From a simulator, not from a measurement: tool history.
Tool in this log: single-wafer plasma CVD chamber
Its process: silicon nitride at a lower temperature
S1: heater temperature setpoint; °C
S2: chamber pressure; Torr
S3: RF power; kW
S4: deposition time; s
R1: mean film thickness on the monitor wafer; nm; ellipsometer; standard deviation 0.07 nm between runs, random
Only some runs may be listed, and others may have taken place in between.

run 1 hour=0.0 | S1=345 S2=1.74 S3=0.355 S4=21.8 | R1=29.908
run 2 hour=8.0 | S1=345 S2=1.74 S3=0.320 S4=21.8 | R1=27.887
run 3 hour=13.8 | S1=345 S2=1.74 S3=0.320 S4=21.8 | R1=27.783
run 4 hour=14.3 | S1=345 S2=1.74 S3=0.320 S4=21.8 | R1=27.575
run 5 hour=15.4 | S1=345 S2=1.64 S3=0.315 S4=21.8 | R1=26.981
run 6 hour=22.8 | S1=345 S2=1.56 S3=0.315 S4=21.8 | R1=26.623
run 7 hour=29.1 | S1=345 S2=1.50 S3=0.315 S4=21.8 | R1=26.344
run 8 hour=35.4 | S1=345 S2=1.45 S3=0.315 S4=21.8 | R1=26.135
run 9 hour=41.0 | S1=345 S2=1.41 S3=0.315 S4=21.8 | R1=25.801

Expected results for the next run?
run 10 hour=47.7 | S1=345 S2=1.38 S3=0.315 S4=21.8 | R1=?

Logged for run 10: R1 25.662 nm.

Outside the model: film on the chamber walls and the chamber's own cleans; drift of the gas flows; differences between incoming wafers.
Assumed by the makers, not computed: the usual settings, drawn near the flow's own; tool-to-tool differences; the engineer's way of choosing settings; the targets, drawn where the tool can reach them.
